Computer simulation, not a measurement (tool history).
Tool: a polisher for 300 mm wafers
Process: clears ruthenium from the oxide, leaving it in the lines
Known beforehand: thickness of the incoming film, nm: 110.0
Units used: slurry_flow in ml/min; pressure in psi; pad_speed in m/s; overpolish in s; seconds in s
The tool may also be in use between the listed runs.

run 1 hour=0 | slurry_flow=305 pressure=1.9 pad_speed=1.26 overpolish=37 | seconds=76.557
run 2 hour=3.1 | slurry_flow=305 pressure=1.5 pad_speed=1.26 overpolish=37 | seconds=87.128
run 3 hour=11.2 | slurry_flow=275 pressure=1.5 pad_speed=1.26 overpolish=37 | seconds=89.205
run 4 hour=12.6 | slurry_flow=310 pressure=1.5 pad_speed=1.26 overpolish=37 | seconds=86.983
-- hour=20.3 worn pad replaced by a new one
run 5 hour=20.3 | slurry_flow=310 pressure=1.5 pad_speed=1.52 overpolish=37 | seconds=70.257
run 6 hour=24 | slurry_flow=310 pressure=1.4 pad_speed=1.48 overpolish=37 | seconds=72.413

Forecast run 7:
run 7 hour=31.2 | slurry_flow=305 pressure=1.3 pad_speed=1.44 overpolish=37 | seconds=?

seconds: 78.87 s
